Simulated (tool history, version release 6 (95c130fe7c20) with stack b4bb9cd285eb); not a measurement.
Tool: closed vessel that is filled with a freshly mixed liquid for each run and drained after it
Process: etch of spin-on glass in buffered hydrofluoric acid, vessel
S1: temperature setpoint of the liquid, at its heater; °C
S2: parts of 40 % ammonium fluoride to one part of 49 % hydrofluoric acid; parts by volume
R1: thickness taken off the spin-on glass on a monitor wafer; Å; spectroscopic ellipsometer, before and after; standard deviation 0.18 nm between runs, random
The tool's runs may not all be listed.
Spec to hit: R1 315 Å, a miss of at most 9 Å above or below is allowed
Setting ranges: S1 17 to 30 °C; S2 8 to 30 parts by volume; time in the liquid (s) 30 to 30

run 1 hour=0 | S1=22 S2=21.5 time_in_the_liquid_(s)=30 | R1=463.44
run 2 hour=5.1 | S1=21 S2=22 time_in_the_liquid_(s)=30 | R1=432.86
run 3 hour=11.2 | S1=20.5 S2=22.5 time_in_the_liquid_(s)=30 | R1=413.72
run 4 hour=15.7 | S1=20.5 S2=22.5 time_in_the_liquid_(s)=30 | R1=414.23
run 5 hour=18.1 | S1=20.5 S2=22.5 time_in_the_liquid_(s)=30 | R1=414.02
run 6 hour=25.9 | S1=17.5 S2=22.5 time_in_the_liquid_(s)=30 | R1=352.6
run 7 hour=26.5 | S1=17.5 S2=23 time_in_the_liquid_(s)=30 | R1=343.68
run 8 hour=29.2 | S1=17.5 S2=23.5 time_in_the_liquid_(s)=30 | R1=337.74

Of the 4 settings listed for the next run, only one would bring every result within its allowed miss of target. Which one?
run A hour=31.9 | S1=17 S2=27.5 time_in_the_liquid_(s)=30 | R1=?
run B hour=31.9 | S1=18.5 S2=21 time_in_the_liquid_(s)=30 | R1=?
run C hour=31.9 | S1=17 S2=25 time_in_the_liquid_(s)=30 | R1=?
run D hour=31.9 | S1=20 S2=24 time_in_the_liquid_(s)=30 | R1=?

move=A R1=293.74
move=B R1=385.65
move=C R1=313.8
move=D R1=382.76
A: carries the result that was furthest off beyond its target, to the other side
B: the biggest miss grows against the last run
C: every result lands within tolerance
D: the biggest miss grows against the last run
Move C is the one to make.
